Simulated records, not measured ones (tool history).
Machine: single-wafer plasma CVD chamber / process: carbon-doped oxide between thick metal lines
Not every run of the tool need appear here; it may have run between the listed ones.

run  hour  heater temperature setpoint (K)  chamber pressure (Pa)  RF power (W)  deposition time (s)  mean film thickness on the monitor wafer (angstrom)
  1   0.0                           633.15                    772           430                114.0                                               5471.8
  2   3.7                           633.15                    772           475                114.0                                               5815.5
  3   9.0                           633.15                    772           430                114.0                                               5476.8
  4  17.8                           639.15                    772           430                114.0                                               5393.6
  5  25.0                           639.15                    772           385                114.0                                               4998.9
  6  32.4                           639.15                    719           385                114.0                                               4908.2
  7  34.2                           636.15                    805           400                114.1                                               5186.0
  8  42.0                           634.15                    860           415                114.3                                               5419.1
  9  47.5                           632.15                    908           425                114.4                                               5569.4
 10  56.3                           630.15                    944           435                114.5                                               5716.8
 11  65.2                           628.15                    972           445                114.6                                               5832.6
 12  68.0                           627.15                    992           455                114.7                                               5938.5

Forecast run 13:
 13  71.8                           627.15                    992           455                114.7                                                    ?

{"run 13": {"mean film thickness on the monitor wafer (angstrom)": 6001.0}}
